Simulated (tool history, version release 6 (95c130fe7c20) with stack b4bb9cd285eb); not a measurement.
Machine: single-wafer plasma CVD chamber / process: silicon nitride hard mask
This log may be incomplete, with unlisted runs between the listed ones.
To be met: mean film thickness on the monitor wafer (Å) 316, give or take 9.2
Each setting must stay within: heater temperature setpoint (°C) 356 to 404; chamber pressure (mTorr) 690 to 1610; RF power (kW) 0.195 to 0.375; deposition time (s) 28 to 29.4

| run | hour | heater temperature setpoint (°C) | chamber pressure (mTorr) | RF power (kW) | deposition time (s) | mean film thickness on the monitor wafer (Å) |
|---|---|---|---|---|---|---|
| 1 | 0 | 380 | 1150 | 0.285 | 29.4 | 260.26 |
| 2 | 8.2 | 380 | 1150 | 0.305 | 29.4 | 277.08 |
| 3 | 16.3 | 380 | 1200 | 0.31 | 29.4 | 284.18 |
| 4 | 20.7 | 380 | 1240 | 0.315 | 29.4 | 291.31 |
| 5 | 25.2 | 380 | 1240 | 0.285 | 29.4 | 268.55 |
| 6 | 28.1 | 380 | 1240 | 0.255 | 29.4 | 242.55 |
| 7 | 31.5 | 380 | 1280 | 0.265 | 29.4 | 252.24 |
| 8 | 37.4 | 379 | 1510 | 0.31 | 29.4 | 300.8 |
| 9 | 38.9 | 379 | 1510 | 0.31 | 29.4 | 302.45 |
| 10 | 45.8 | 379 | 1520 | 0.31 | 29.4 | 303.33 |
| 11 | 54.8 | 379 | 1530 | 0.31 | 29.4 | 301.65 |
| 12 | 61.7 | 379 | 1540 | 0.31 | 29.4 | 303.7 |
| 13 | 64.8 | 379 | 1550 | 0.31 | 29.4 | 303.04 |
| 14 | 71.3 | 379 | 1550 | 0.31 | 29.4 | 301.41 |

Next run, 5 choices. One meets every target within its allowed miss, the rest don't. Which?
| A | 77.8 | 378 | 1610 | 0.28 | 29.4 | ? |
| B | 77.8 | 378 | 1540 | 0.315 | 28 | ? |
| C | 77.8 | 394 | 1570 | 0.325 | 29.4 | ? |
| D | 77.8 | 384 | 1610 | 0.32 | 28 | ? |
| E | 77.8 | 381 | 1560 | 0.305 | 28 | ? |

| move | mean film thickness on the monitor wafer (Å) |
|---|---|
| A | 281.04 |
| B | 292.37 |
| C | 314.01 |
| D | 298.75 |
| E | 285.3 |
A: lands further from the targets than the last run did
B: lands further from the targets than the last run did
C: all results land within tolerance of their targets
D: lands further from the targets than the last run did
E: lands further from the targets than the last run did
Answer: C
